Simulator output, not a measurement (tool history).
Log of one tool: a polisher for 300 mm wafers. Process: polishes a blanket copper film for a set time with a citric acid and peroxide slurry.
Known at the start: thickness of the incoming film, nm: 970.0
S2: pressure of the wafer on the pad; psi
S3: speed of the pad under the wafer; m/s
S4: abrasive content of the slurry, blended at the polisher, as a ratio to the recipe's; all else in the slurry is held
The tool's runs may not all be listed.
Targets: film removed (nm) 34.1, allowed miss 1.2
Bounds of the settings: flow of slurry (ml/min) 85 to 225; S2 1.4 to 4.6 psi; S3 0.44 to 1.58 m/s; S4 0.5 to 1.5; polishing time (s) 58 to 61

{"run": 1, "hour": 0.0, "flow of slurry (ml/min)": 145, "S2": 3, "S3": 1, "S4": 1, "polishing time (s)": 58, "film removed (nm)": 111.78}
{"run": 2, "hour": 2.8, "flow of slurry (ml/min)": 145, "S2": 2.6, "S3": 1, "S4": 1, "polishing time (s)": 58, "film removed (nm)": 97.013}
{"run": 3, "hour": 8.0, "flow of slurry (ml/min)": 135, "S2": 2.2, "S3": 0.84, "S4": 0.95, "polishing time (s)": 58, "film removed (nm)": 68.329}
{"run": 4, "hour": 15.9, "flow of slurry (ml/min)": 130, "S2": 2, "S3": 0.74, "S4": 0.95, "polishing time (s)": 58, "film removed (nm)": 55.04}
{"run": 5, "hour": 18.0, "flow of slurry (ml/min)": 125, "S2": 1.8, "S3": 0.68, "S4": 0.95, "polishing time (s)": 58, "film removed (nm)": 45.898}
{"run": 6, "hour": 23.9, "flow of slurry (ml/min)": 115, "S2": 1.7, "S3": 0.66, "S4": 0.95, "polishing time (s)": 58, "film removed (nm)": 41.027}
{"run": 7, "hour": 27.3, "flow of slurry (ml/min)": 105, "S2": 1.6, "S3": 0.66, "S4": 0.95, "polishing time (s)": 58, "film removed (nm)": 37.994}
{"run": 8, "hour": 31.9, "flow of slurry (ml/min)": 100, "S2": 1.6, "S3": 0.66, "S4": 0.95, "polishing time (s)": 58, "film removed (nm)": 37.313}
{"run": 9, "hour": 37.2, "flow of slurry (ml/min)": 95, "S2": 1.6, "S3": 0.66, "S4": 0.95, "polishing time (s)": 58, "film removed (nm)": 37.31}
{"run": 10, "hour": 44.9, "flow of slurry (ml/min)": 95, "S2": 1.6, "S3": 0.66, "S4": 0.95, "polishing time (s)": 58, "film removed (nm)": 37.256}

Which of these 5 next moves meets every target?
{"run": "A", "hour": 52.6, "flow of slurry (ml/min)": 85, "S2": 1.7, "S3": 0.7, "S4": 0.9, "polishing time (s)": 58, "film removed (nm)": "?"}
{"run": "B", "hour": 52.6, "flow of slurry (ml/min)": 105, "S2": 1.9, "S3": 0.56, "S4": 0.95, "polishing time (s)": 60, "film removed (nm)": "?"}
{"run": "C", "hour": 52.6, "flow of slurry (ml/min)": 90, "S2": 1.7, "S3": 0.6, "S4": 0.85, "polishing time (s)": 58, "film removed (nm)": "?"}
{"run": "D", "hour": 52.6, "flow of slurry (ml/min)": 110, "S2": 1.7, "S3": 0.6, "S4": 1, "polishing time (s)": 61, "film removed (nm)": "?"}
{"run": "E", "hour": 52.6, "flow of slurry (ml/min)": 90, "S2": 1.6, "S3": 0.76, "S4": 1.05, "polishing time (s)": 61, "film removed (nm)": "?"}

move=A film_removed_(nm)=39.786
move=B film_removed_(nm)=40.115
move=C film_removed_(nm)=34.786
move=D film_removed_(nm)=40.134
move=E film_removed_(nm)=44.925
A: further off than the last run
B: further off than the last run
C: meets every target
D: further off than the last run
E: further off than the last run
Answer: C

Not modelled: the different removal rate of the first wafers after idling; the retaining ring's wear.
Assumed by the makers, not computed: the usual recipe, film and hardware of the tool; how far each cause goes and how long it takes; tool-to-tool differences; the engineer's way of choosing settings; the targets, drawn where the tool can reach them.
